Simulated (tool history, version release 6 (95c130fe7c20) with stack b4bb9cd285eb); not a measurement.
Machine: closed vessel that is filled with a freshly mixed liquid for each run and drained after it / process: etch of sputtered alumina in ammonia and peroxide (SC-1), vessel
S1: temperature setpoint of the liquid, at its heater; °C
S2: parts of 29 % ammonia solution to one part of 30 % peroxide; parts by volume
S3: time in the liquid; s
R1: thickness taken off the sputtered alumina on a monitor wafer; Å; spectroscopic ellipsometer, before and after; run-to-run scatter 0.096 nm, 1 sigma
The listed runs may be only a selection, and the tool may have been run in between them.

run  hour    S1    S2   S3      R1
  1   0.0  51.0  0.65  150  85.128
  2   1.6  52.0  0.65  150  90.351
  3   6.7  52.5  0.65  150  91.670
  4  12.7  52.5  0.85  150  92.807
  5  19.8  53.0  0.85  150  97.644
     23.8  -- thermometer replaced
  6  23.8  53.5  0.85  150  89.741
  7  26.3  54.5  0.85  150  94.622

Estimate the outcome of run 8 from the log above:
  8  28.7  55.5  0.85  150   ?

{"run 8": {"R1": 101.67}}
